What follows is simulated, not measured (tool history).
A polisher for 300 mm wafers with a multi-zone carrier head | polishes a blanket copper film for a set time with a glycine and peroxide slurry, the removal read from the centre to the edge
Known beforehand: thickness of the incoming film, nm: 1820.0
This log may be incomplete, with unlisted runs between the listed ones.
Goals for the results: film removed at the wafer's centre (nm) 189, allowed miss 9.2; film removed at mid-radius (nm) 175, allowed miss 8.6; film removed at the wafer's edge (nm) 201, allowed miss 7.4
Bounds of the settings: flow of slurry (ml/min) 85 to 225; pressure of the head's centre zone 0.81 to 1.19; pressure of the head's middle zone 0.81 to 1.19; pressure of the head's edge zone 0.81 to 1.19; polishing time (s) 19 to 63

run,day,flow of slurry (ml/min),pressure of the head's centre zone,pressure of the head's middle zone,pressure of the head's edge zone,polishing time (s),film removed at the wafer's centre (nm),film removed at mid-radius (nm),film removed at the wafer's edge (nm)
1,0,145,1,1,1,41,198.43,220.63,215.55
2,0.229,145,0.92,1,1,41,188.01,219.89,213.08
3,0.5,125,0.92,1,1,41,172.23,211.7,209.47
4,0.704,130,0.96,0.94,0.99,40,182.56,196.24,207.32
# day 0.812: centre zone pressure recalibrated
5,0.812,130,0.93,0.94,0.99,40,195.03,196.38,207.39
6,1.146,130,0.93,0.94,0.99,30,144.37,149.66,155.18
7,1.4,140,0.94,0.92,1.03,32,162,160.93,168.91
8,1.517,135,0.94,0.9,1.05,34,167.06,164.3,181.55
9,1.762,145,0.95,0.89,1.08,34,177.66,167.25,187.64

Of the 4 settings listed for the next run, only one would bring every result within its allowed miss of target. Which one?
A,2.008,160,0.96,0.87,1.08,36,?,?,?
B,2.008,110,1.03,0.9,1.02,34,?,?,?
C,2.008,195,0.94,0.99,1.14,31,?,?,?
D,2.008,115,0.99,0.81,1.16,38,?,?,?

move,film removed at the wafer's centre (nm),film removed at mid-radius (nm),film removed at the wafer's edge (nm)
A,189.98,178.71,202.22
B,173.75,158.41,174.02
C,166.58,177.41,183.28
D,189.28,164.48,209.62
A: all results in spec
B: its largest miss is bigger than the last run's
C: its largest miss is bigger than the last run's
D: takes the result that was furthest off past its target
Go with A: it meets all targets.
